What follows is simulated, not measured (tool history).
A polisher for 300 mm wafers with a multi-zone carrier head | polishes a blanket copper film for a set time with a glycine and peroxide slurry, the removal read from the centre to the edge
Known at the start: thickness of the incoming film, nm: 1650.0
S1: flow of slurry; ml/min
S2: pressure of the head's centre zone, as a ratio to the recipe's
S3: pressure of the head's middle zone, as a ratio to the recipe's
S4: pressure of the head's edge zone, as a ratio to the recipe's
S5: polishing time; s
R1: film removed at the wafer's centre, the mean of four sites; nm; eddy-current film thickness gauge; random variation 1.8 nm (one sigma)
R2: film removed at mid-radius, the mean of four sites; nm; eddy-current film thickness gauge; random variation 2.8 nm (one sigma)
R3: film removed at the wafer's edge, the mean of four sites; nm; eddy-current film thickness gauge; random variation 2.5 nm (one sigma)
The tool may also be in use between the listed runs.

{"run": 1, "hour": 0.0, "S1": 225, "S2": 1.0, "S3": 1.0, "S4": 1.0, "S5": 32, "R1": 215.62, "R2": 221.75, "R3": 222.98}
{"run": 2, "hour": 4.9, "S1": 170, "S2": 1.0, "S3": 1.0, "S4": 1.0, "S5": 32, "R1": 205.35, "R2": 212.73, "R3": 215.97}
{"run": 3, "hour": 11.0, "S1": 170, "S2": 1.0, "S3": 1.04, "S4": 1.0, "S5": 32, "R1": 207.71, "R2": 219.55, "R3": 216.47}
{"run": 4, "hour": 12.2, "S1": 210, "S2": 1.04, "S3": 1.09, "S4": 1.02, "S5": 32, "R1": 219.83, "R2": 234.02, "R3": 222.5}
{"run": 5, "hour": 19.6, "S1": 210, "S2": 1.04, "S3": 1.09, "S4": 0.97, "S5": 32, "R1": 219.92, "R2": 234.96, "R3": 218.56}
{"run": 6, "hour": 21.9, "S1": 240, "S2": 1.08, "S3": 1.12, "S4": 0.99, "S5": 33, "R1": 239.56, "R2": 250.83, "R3": 236.09}

The next listed run, before its measurement:
{"run": 7, "hour": 29.7, "S1": 265, "S2": 1.11, "S3": 1.14, "S4": 0.96, "S5": 33, "R1": "?", "R2": "?", "R3": "?"}

Run 7 gave R1 254.67 nm, R2 252.07 nm, R3 224.52 nm.
